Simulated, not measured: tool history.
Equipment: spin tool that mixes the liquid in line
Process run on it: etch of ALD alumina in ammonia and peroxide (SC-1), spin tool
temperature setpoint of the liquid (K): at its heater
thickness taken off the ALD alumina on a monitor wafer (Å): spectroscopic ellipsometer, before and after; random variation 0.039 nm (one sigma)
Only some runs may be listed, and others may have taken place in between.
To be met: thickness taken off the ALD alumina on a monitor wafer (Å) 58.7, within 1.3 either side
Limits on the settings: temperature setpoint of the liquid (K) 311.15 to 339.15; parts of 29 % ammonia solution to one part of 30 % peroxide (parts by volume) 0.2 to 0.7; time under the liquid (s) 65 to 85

run,hour,temperature setpoint of the liquid (K),parts of 29 % ammonia solution to one part of 30 % peroxide (parts by volume),time under the liquid (s),thickness taken off the ALD alumina on a monitor wafer (Å)
1,0,323.15,0.4,85,60.483
2,6.2,329.65,0.4,85,86.648
3,11.4,329.65,0.45,85,86.947
4,17.4,324.65,0.45,85,67.238
5,19,324.65,0.45,65,51.475
# hour 27.4: heated supply line repaired
6,27.4,324.65,0.45,85,79.28
7,29.7,323.65,0.45,85,75.784
8,34.7,318.15,0.45,85,54.303
9,38.6,319.65,0.45,85,60.007

Exercise: of the 4 proposed moves below, exactly one satisfies all targets within the stated allowed misses. Which move is it?
A,42.5,318.65,0.4,85,?
B,42.5,321.65,0.4,70,?
C,42.5,320.15,0.45,80,?
D,42.5,322.15,0.45,75,?

move,thickness taken off the ALD alumina on a monitor wafer (Å)
A,56.087
B,54.671
C,58.104
D,60.904
A: carries the result that was furthest off beyond its target, to the other side
B: carries the result that was furthest off beyond its target, to the other side
C: hits every target within its allowed miss
D: lands further from the targets than the last run did
So the answer is move C, the one that meets all the targets.
